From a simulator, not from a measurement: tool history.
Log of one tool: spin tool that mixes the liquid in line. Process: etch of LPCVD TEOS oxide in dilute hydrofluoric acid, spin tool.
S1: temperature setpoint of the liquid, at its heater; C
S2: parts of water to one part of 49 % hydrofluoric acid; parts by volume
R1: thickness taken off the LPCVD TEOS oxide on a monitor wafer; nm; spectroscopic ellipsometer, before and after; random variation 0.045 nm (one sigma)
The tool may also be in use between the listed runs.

{"run": 1, "day": 0.0, "S1": 25.0, "S2": 225, "time under the liquid (s)": 45, "R1": 4.4553}
{"run": 2, "day": 0.212, "S1": 26.0, "S2": 210, "time under the liquid (s)": 45, "R1": 5.039}
{"run": 3, "day": 0.317, "S1": 26.0, "S2": 210, "time under the liquid (s)": 45, "R1": 5.0427}
{"run": 4, "day": 0.462, "S1": 26.0, "S2": 130, "time under the liquid (s)": 45, "R1": 8.9653}
{"run": 5, "day": 0.617, "S1": 27.0, "S2": 130, "time under the liquid (s)": 45, "R1": 9.26}
{"run": 6, "day": 0.946, "S1": 27.5, "S2": 130, "time under the liquid (s)": 45, "R1": 9.4078}
{"run": 7, "day": 1.008, "S1": 28.0, "S2": 130, "time under the liquid (s)": 45, "R1": 9.6734}
{"run": 8, "day": 1.383, "S1": 28.5, "S2": 130, "time under the liquid (s)": 45, "R1": 9.8588}
{"run": 9, "day": 1.417, "S1": 29.0, "S2": 130, "time under the liquid (s)": 45, "R1": 10.011}

The next listed run, before its measurement:
{"run": 10, "day": 1.675, "S1": 29.5, "S2": 130, "time under the liquid (s)": 45, "R1": "?"}

Run 10 gave R1 10.2410 nm.

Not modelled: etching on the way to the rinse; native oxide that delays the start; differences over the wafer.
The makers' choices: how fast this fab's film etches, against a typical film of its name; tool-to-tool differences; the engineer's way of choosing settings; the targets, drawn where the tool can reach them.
